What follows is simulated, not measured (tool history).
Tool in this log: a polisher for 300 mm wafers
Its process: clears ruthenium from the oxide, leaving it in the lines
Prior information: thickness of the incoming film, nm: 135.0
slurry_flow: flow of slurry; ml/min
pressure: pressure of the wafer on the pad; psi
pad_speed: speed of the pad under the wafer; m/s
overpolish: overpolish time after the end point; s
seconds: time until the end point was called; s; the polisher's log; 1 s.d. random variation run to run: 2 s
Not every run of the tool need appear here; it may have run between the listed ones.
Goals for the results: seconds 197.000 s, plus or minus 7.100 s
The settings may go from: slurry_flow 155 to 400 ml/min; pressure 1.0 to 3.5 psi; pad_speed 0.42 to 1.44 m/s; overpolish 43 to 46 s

{"run": 1, "hour": 0.0, "slurry_flow": 255, "pressure": 2.2, "pad_speed": 0.92, "overpolish": 43, "seconds": 118.56}
{"run": 2, "hour": 7.5, "slurry_flow": 255, "pressure": 1.9, "pad_speed": 0.92, "overpolish": 43, "seconds": 135.17}
{"run": 3, "hour": 11.4, "slurry_flow": 225, "pressure": 1.9, "pad_speed": 0.92, "overpolish": 43, "seconds": 135.45}
{"run": 4, "hour": 18.7, "slurry_flow": 225, "pressure": 1.9, "pad_speed": 1.1, "overpolish": 43, "seconds": 115.83}
{"run": 5, "hour": 21.6, "slurry_flow": 225, "pressure": 1.9, "pad_speed": 1.3, "overpolish": 43, "seconds": 98.694}
{"run": 6, "hour": 22.4, "slurry_flow": 225, "pressure": 1.7, "pad_speed": 1.22, "overpolish": 43, "seconds": 115.29}
{"run": 7, "hour": 25.6, "slurry_flow": 225, "pressure": 1.5, "pad_speed": 1.16, "overpolish": 43, "seconds": 134.89}
{"run": 8, "hour": 29.3, "slurry_flow": 225, "pressure": 1.4, "pad_speed": 1.12, "overpolish": 43, "seconds": 149.65}
{"run": 9, "hour": 32.0, "slurry_flow": 225, "pressure": 1.3, "pad_speed": 1.1, "overpolish": 43, "seconds": 164.88}
{"run": 10, "hour": 36.9, "slurry_flow": 225, "pressure": 1.2, "pad_speed": 1.1, "overpolish": 43, "seconds": 176.7}

4 candidate next runs follow, results not yet known. Just one meets every target within its allowed miss. Identify it.
{"run": "A", "hour": 41.8, "slurry_flow": 225, "pressure": 1.3, "pad_speed": 1.22, "overpolish": 46, "seconds": "?"}
{"run": "B", "hour": 41.8, "slurry_flow": 250, "pressure": 1.4, "pad_speed": 1.06, "overpolish": 43, "seconds": "?"}
{"run": "C", "hour": 41.8, "slurry_flow": 390, "pressure": 1.3, "pad_speed": 1.12, "overpolish": 43, "seconds": "?"}
{"run": "D", "hour": 41.8, "slurry_flow": 155, "pressure": 1.2, "pad_speed": 1.0, "overpolish": 43, "seconds": "?"}

move=A seconds=147.830
move=B seconds=156.960
move=C seconds=155.480
move=D seconds=198.270
A: its largest miss is bigger than the last run's
B: its largest miss is bigger than the last run's
C: its largest miss is bigger than the last run's
D: every result lands within tolerance
Correct choice: D, which meets every target

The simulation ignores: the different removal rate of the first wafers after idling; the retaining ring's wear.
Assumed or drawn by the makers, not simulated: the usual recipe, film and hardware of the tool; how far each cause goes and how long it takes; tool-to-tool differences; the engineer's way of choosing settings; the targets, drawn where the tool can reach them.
